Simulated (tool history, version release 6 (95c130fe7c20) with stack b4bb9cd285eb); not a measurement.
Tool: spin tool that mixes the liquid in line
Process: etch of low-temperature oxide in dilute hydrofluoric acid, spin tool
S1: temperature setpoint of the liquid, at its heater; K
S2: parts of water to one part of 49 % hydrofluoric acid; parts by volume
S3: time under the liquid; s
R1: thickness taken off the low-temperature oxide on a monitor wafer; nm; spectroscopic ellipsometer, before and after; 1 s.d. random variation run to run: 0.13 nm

{"run": 1, "hour": 0.0, "S1": 298.15, "S2": 245, "S3": 220, "R1": 8.0997}
{"run": 2, "hour": 8.3, "S1": 298.15, "S2": 245, "S3": 235, "R1": 8.7671}
{"run": 3, "hour": 9.4, "S1": 299.65, "S2": 220, "S3": 235, "R1": 10.628}
{"run": 4, "hour": 13.0, "S1": 299.65, "S2": 220, "S3": 220, "R1": 9.8676}
{"run": 5, "hour": 18.7, "S1": 299.65, "S2": 250, "S3": 220, "R1": 8.3908}
{"run": 6, "hour": 20.0, "S1": 301.15, "S2": 225, "S3": 220, "R1": 10.185}
{"run": 7, "hour": 26.4, "S1": 302.15, "S2": 205, "S3": 220, "R1": 11.827}
{"run": 8, "hour": 33.7, "S1": 303.15, "S2": 190, "S3": 220, "R1": 13.351}
{"run": 9, "hour": 37.7, "S1": 303.65, "S2": 175, "S3": 220, "R1": 15.033}
{"run": 10, "hour": 40.5, "S1": 304.15, "S2": 165, "S3": 220, "R1": 16.513}

Forecast run 11:
{"run": 11, "hour": 46.5, "S1": 304.65, "S2": 160, "S3": 220, "R1": "?"}

For run 11 the tool returned R1 17.3190 nm.
